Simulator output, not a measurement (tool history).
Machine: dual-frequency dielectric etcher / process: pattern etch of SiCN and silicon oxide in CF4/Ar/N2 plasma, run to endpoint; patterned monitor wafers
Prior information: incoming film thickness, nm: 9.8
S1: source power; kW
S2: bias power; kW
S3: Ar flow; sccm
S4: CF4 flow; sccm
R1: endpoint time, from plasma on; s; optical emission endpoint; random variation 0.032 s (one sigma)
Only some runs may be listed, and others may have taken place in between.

run,hour,S1,S2,S3,S4,R1
1,0.0,0.580,0.091,78,54,8.9834
2,8.2,0.600,0.091,78,54,8.6793
3,15.5,0.550,0.091,78,54,9.5372
4,18.4,0.550,0.091,78,50,9.6512
5,22.7,0.570,0.091,78,50,9.2337
6,25.8,0.590,0.091,78,50,8.9196
7,33.4,0.600,0.091,78,50,8.7659

Forecast run 8:
8,36.3,0.610,0.091,78,50,?

For run 8 the tool returned R1 8.5291 s.
